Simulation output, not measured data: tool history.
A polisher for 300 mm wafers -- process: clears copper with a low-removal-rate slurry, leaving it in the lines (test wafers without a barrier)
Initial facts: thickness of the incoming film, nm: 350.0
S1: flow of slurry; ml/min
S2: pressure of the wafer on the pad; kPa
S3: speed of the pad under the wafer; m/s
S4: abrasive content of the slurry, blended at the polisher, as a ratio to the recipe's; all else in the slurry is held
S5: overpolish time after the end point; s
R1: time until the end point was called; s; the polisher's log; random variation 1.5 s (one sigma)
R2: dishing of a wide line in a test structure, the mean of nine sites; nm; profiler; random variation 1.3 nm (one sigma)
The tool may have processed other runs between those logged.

| run | hour | S1 | S2 | S3 | S4 | S5 | R1 | R2 |
|---|---|---|---|---|---|---|---|---|
| 1 | 0.0 | 195 | 17.9 | 1.20 | 1.0 | 26 | 132.05 | 43.792 |
| 2 | 7.4 | 235 | 17.9 | 1.20 | 1.0 | 26 | 128.26 | 45.824 |
| 3 | 13.6 | 235 | 17.9 | 1.20 | 1.0 | 22 | 127.87 | 41.239 |
| 4 | 18.5 | 235 | 17.9 | 1.20 | 1.0 | 29 | 127.97 | 51.202 |
| 5 | 25.9 | 235 | 17.9 | 1.20 | 1.0 | 23 | 126.53 | 40.943 |
| 6 | 29.4 | 235 | 17.9 | 1.20 | 1.0 | 17 | 127.94 | 33.142 |
| 7 | 29.9 | 230 | 17.2 | 1.20 | 1.0 | 20 | 130.58 | 37.162 |
| 8 | 38.0 | 225 | 16.5 | 1.20 | 1.0 | 23 | 136.30 | 39.678 |
| 9 | 43.5 | 220 | 15.9 | 1.20 | 1.0 | 25 | 140.09 | 40.330 |
| 10 | 49.1 | 215 | 15.2 | 1.20 | 1.0 | 27 | 145.06 | 40.593 |
| 11 | 52.2 | 210 | 14.5 | 1.20 | 1.0 | 30 | 150.89 | 42.183 |
| 12 | 53.2 | 205 | 13.8 | 1.20 | 1.0 | 32 | 155.05 | 46.314 |
| 13 | 59.0 | 200 | 13.1 | 1.20 | 1.0 | 33 | 165.88 | 43.967 |
| 14 | 64.6 | 195 | 13.1 | 1.20 | 1.0 | 34 | 162.85 | 45.905 |
| 15 | 67.1 | 190 | 13.1 | 1.20 | 1.0 | 35 | 164.09 | 46.843 |
| 16 | 68.6 | 185 | 13.1 | 1.20 | 1.0 | 36 | 163.98 | 48.127 |
| 17 | 74.9 | 185 | 13.1 | 1.20 | 1.0 | 37 | 163.77 | 48.158 |

Run 18, settings as shown, results not yet in. Your forecast:
| 18 | 76.4 | 160 | 11.0 | 1.20 | 1.0 | 46 | ? | ? |

Run 18 produced R1 188.11 s, R2 51.862 nm.
